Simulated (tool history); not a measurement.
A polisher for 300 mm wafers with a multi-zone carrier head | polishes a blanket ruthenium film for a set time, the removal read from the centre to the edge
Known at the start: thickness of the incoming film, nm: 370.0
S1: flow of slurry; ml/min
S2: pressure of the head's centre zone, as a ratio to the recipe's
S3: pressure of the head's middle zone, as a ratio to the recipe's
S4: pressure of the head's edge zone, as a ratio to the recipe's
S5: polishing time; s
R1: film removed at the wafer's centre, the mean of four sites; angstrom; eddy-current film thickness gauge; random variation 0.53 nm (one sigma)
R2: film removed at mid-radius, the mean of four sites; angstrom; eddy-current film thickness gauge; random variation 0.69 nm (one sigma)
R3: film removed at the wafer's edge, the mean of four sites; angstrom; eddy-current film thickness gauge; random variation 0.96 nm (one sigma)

run	hour	S1	S2	S3	S4	S5	R1	R2	R3
1	0	250	1	1	1	84	1077.7	1064.4	1069.2
2	3	240	1	0.95	1.01	74	941.79	894.36	948.98
3	4.9	230	1.01	0.91	1.02	67	852.4	771.42	868.67
4	8.4	220	1.01	0.88	1.01	63	792.16	700.94	783.3
5	17.1	170	1.01	0.88	1.01	63	751.66	653.84	782.07
6	18.5	165	1.01	0.86	1	62	746.25	640.28	758.52

Run 7 comes next. What will it give?
7	22.9	160	1.01	0.85	1	61	?	?	?

Run 7 gave R1 715.14 angstrom, R2 608.74 angstrom, R3 746.05 angstrom.

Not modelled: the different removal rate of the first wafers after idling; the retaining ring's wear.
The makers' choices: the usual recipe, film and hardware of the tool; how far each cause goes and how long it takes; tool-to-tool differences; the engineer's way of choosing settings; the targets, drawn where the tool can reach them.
